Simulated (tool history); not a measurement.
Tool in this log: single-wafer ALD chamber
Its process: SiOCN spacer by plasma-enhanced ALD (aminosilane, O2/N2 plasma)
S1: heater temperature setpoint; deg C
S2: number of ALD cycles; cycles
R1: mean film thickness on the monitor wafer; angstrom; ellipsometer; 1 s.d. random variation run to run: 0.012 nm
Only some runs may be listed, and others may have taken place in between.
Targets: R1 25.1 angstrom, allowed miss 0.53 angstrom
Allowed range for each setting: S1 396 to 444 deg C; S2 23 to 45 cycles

run,hour,S1,S2,R1
1,0,420,34,20.233
2,2.6,420,37,22.065
3,7.1,417,38,22.689
4,15.3,426,38,22.228
5,20.3,421,38,22.886
6,25,419,39,23.334
7,30.9,418,40,23.991
8,35.8,417,40,24.039
9,39.7,416,40,24.249
10,41.7,415,40,23.966

Which one of the following 5 next-run settings gets every result inside its allowed miss? There is exactly one.
A,43.7,421,42,?
B,43.7,415,38,?
C,43.7,402,37,?
D,43.7,414,39,?
E,43.7,418,36,?

move,R1
A,25.045
B,23.073
C,23.34
D,23.751
E,21.663
A: every result within its allowed miss
B: moves away from the targets compared with the last run
C: moves away from the targets compared with the last run
D: moves away from the targets compared with the last run
E: moves away from the targets compared with the last run
Move A is the one to make.
